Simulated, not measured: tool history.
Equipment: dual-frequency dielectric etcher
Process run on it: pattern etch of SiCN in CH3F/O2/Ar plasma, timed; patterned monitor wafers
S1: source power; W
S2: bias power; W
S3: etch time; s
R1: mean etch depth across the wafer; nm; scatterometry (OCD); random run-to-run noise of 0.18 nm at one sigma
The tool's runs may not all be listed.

Run 1, hour 0: S1 540 W, S2 98 W, S3 84 s. Result: R1 39.077 nm.
Run 2, hour 4.9: S1 540 W, S2 98 W, S3 88 s. Result: R1 40.949 nm.
Run 3, hour 7: S1 540 W, S2 114 W, S3 88 s. Result: R1 42.438 nm.
Run 4, hour 11.9: S1 490 W, S2 114 W, S3 88 s. Result: R1 41.818 nm.
Run 5, hour 17.4: S1 450 W, S2 114 W, S3 88 s. Result: R1 40.863 nm.
Run 6, hour 19.4: S1 420 W, S2 106 W, S3 87.5 s. Result: R1 38.863 nm.

What does the tool deliver on the next run?
Run 7, hour 24.9: S1 390 W, S2 102 W, S3 87.5 s. Result: R1 ?.

R1: 37.773 nm

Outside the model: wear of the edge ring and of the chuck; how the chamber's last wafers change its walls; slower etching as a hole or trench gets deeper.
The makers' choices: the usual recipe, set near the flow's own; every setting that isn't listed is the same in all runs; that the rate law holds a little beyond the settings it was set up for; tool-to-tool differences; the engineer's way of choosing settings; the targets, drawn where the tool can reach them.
